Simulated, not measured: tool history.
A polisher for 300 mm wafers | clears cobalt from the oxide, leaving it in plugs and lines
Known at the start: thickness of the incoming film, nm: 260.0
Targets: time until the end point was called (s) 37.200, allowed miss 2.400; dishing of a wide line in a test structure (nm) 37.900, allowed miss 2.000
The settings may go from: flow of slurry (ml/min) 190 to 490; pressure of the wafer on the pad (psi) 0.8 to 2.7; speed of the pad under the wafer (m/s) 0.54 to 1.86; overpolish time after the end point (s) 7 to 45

run  hour  flow of slurry (ml/min)  pressure of the wafer on the pad (psi)  speed of the pad under the wafer (m/s)  overpolish time after the end point (s)  time until the end point was called (s)  dishing of a wide line in a test structure (nm)
  1   0.0                      315                                     1.7                                    1.18                                       23                                   49.763                                           36.832
  2   8.7                      315                                     1.3                                    1.18                                       23                                   61.363                                           34.833
  3  15.9                      250                                     1.3                                    1.18                                       23                                   64.069                                           34.785
  4  18.8                      330                                     1.3                                    1.18                                       23                                   60.329                                           34.734
  5  24.3                      280                                     1.3                                    1.18                                       23                                   63.141                                           36.588
  6  26.3                      280                                     1.5                                    1.18                                       23                                   55.890                                           37.580
  7  29.3                      280                                     1.5                                    1.18                                       23                                   56.033                                           36.267
  8  35.7                      280                                     1.6                                    1.18                                       22                                   53.116                                           36.055
  9  38.7                      280                                     2.1                                    1.26                                       25                                   39.144                                           38.170
 10  47.6                      280                                     2.1                                    1.26                                       24                                   39.724                                           38.468

5 next moves are on the table. One of them brings every result within its allowed miss. Which?
  A  56.5                      245                                     2.0                                    1.24                                       21                                        ?                                                ?
  B  56.5                      245                                     1.8                                    1.30                                       22                                        ?                                                ?
  C  56.5                      310                                     1.8                                    1.70                                       32                                        ?                                                ?
  D  56.5                      365                                     2.1                                    1.08                                       20                                        ?                                                ?
  E  56.5                      305                                     2.0                                    1.10                                       26                                        ?                                                ?

move  time until the end point was called (s)  dishing of a wide line in a test structure (nm)
   A                                   44.301                                           37.265
   B                                   46.878                                           37.251
   C                                   38.043                                           38.223
   D                                   45.529                                           36.962
   E                                   47.389                                           37.771
A: further off than the last run
B: further off than the last run
C: meets every target
D: further off than the last run
E: further off than the last run
Answer: C
